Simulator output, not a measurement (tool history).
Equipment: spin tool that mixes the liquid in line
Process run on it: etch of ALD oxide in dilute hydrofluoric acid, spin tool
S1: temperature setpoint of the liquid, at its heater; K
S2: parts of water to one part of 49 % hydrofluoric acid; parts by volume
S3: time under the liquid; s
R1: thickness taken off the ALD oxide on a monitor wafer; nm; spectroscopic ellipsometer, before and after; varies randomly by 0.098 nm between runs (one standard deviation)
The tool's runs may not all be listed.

| run | day | S1 | S2 | S3 | R1 |
|---|---|---|---|---|---|
| 1 | 0.000 | 298.15 | 200 | 80 | 7.5869 |
| 2 | 0.133 | 298.15 | 200 | 60 | 5.6611 |
| 3 | 0.242 | 300.65 | 200 | 60 | 6.2566 |
| 4 | 0.338 | 300.65 | 200 | 60 | 6.2435 |
| 5 | 0.471 | 300.65 | 200 | 60 | 6.2541 |
| 6 | 0.725 | 300.65 | 230 | 60 | 5.1818 |

Forecast run 7:
| 7 | 0.908 | 301.65 | 190 | 60 | ? |

Logged for run 7: R1 6.8821 nm.

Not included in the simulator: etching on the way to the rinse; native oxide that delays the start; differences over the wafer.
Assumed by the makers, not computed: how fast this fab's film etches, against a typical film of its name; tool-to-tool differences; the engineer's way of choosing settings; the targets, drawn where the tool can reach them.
